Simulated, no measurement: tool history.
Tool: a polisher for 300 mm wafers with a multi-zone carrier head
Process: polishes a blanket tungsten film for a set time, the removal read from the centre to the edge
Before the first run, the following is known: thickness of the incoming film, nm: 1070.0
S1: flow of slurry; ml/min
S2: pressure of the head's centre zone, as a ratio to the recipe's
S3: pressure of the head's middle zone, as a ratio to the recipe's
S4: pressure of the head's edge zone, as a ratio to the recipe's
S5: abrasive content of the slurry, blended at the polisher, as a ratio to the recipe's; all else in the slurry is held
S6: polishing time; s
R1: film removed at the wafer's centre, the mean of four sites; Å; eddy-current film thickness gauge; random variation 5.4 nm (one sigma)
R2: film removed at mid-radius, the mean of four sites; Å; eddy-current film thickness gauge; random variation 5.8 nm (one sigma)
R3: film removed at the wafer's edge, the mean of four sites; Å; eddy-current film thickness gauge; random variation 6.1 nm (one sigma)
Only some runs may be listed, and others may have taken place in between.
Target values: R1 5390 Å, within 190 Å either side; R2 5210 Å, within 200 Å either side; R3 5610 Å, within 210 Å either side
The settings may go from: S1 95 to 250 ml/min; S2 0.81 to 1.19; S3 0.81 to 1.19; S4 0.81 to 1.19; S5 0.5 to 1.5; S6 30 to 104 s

run,hour,S1,S2,S3,S4,S5,S6,R1,R2,R3
1,0,160,1,1,1,1,67,3931.2,3904.1,3796.1
2,5.1,160,1,1.05,1,1,67,3960.7,4045.8,3823.4
3,11.6,160,1,1.04,1.04,1.1,69,4194.8,4278,4156.1
4,15.4,160,0.93,1.04,1.04,1.1,69,3896.6,4389.8,4243.8
5,19.3,165,0.95,1.03,1.07,1.2,70,4093.9,4514.7,4485.9
6,26.7,165,0.95,1.03,1.07,1,70,3908.4,4176.8,4172.4
7,33.1,170,0.97,1.02,1.09,1.1,71,4283,4397.3,4382
8,41.9,170,0.97,1.01,1.11,1.2,72,4404.4,4544.8,4700
9,44.6,175,0.98,1.01,1.12,1.25,72,4452,4561,4721.1
10,47.7,175,0.99,1.01,1.13,1.3,73,4682.9,4713.8,4913.5
11,55.2,180,1,1.01,1.14,1.35,74,4906.2,4844.9,5225
12,60.2,190,1.01,1.02,1.14,1.35,74,5011.2,4952.7,5214.6
13,63.8,190,1.01,1.02,1.14,1.35,74,5029.8,5028.1,5059.8
14,68.3,190,1.01,1.02,1.15,1.4,75,5026.4,5083.6,5168.9
15,74.6,190,1.01,1.01,1.16,1.4,75,5074.6,5102.3,5265.4
16,76.6,190,1.01,1,1.17,1.4,75,5145.7,4913.6,5406
17,83.5,195,1.01,1,1.17,1.4,75,5103.5,5074.4,5363.6

Which one of the following 4 next-run settings gets every result inside its allowed miss? There is exactly one.
A,90.4,225,1,0.97,1.16,1.45,76,?,?,?
B,90.4,235,0.87,1.11,1.15,1.15,81,?,?,?
C,90.4,225,1.04,1.02,1.05,1.35,72,?,?,?
D,90.4,190,1.09,1.12,1.11,1.25,74,?,?,?

move,R1,R2,R3
A,5379.9,5154.1,5541.4
B,4657.2,5709.2,5469.6
C,5184.9,4965.5,4876.3
D,5305,5231,4929.3
A: every result lands within tolerance
B: misses by more than the last run did
C: misses by more than the last run did
D: the worst result of the last run now meets its target, but another is out of spec
A is the move that brings every result within its allowed miss.
